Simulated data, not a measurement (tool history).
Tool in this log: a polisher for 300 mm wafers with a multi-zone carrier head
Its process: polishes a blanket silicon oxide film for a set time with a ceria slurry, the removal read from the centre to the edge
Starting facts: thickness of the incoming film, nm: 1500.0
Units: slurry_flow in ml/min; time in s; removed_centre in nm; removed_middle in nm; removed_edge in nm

run 1 hour=0 | slurry_flow=190 centre_zone=1 middle_zone=1 edge_zone=1 time=53 | removed_centre=407.26 removed_middle=423.27 removed_edge=410
run 2 hour=4.3 | slurry_flow=190 centre_zone=1 middle_zone=1 edge_zone=0.94 time=53 | removed_centre=422.52 removed_middle=419.35 removed_edge=403.91
run 3 hour=8.7 | slurry_flow=190 centre_zone=1 middle_zone=0.96 edge_zone=0.94 time=53 | removed_centre=416.99 removed_middle=403.23 removed_edge=404.69
run 4 hour=16.9 | slurry_flow=195 centre_zone=1 middle_zone=0.99 edge_zone=0.98 time=58 | removed_centre=452.46 removed_middle=450.88 removed_edge=454.08
run 5 hour=22.7 | slurry_flow=200 centre_zone=1 middle_zone=1.04 edge_zone=1 time=62 | removed_centre=479.82 removed_middle=508.73 removed_edge=497.24
run 6 hour=28.6 | slurry_flow=200 centre_zone=1 middle_zone=1.04 edge_zone=1 time=69 | removed_centre=539.4 removed_middle=574.95 removed_edge=554.33

Estimate the outcome of run 7 from the log above:
run 7 hour=35.6 | slurry_flow=250 centre_zone=1 middle_zone=1.14 edge_zone=1.1 time=73 | removed_centre=? removed_middle=? removed_edge=?

removed_centre: 597.72 nm
removed_middle: 667.39 nm
removed_edge: 612.91 nm
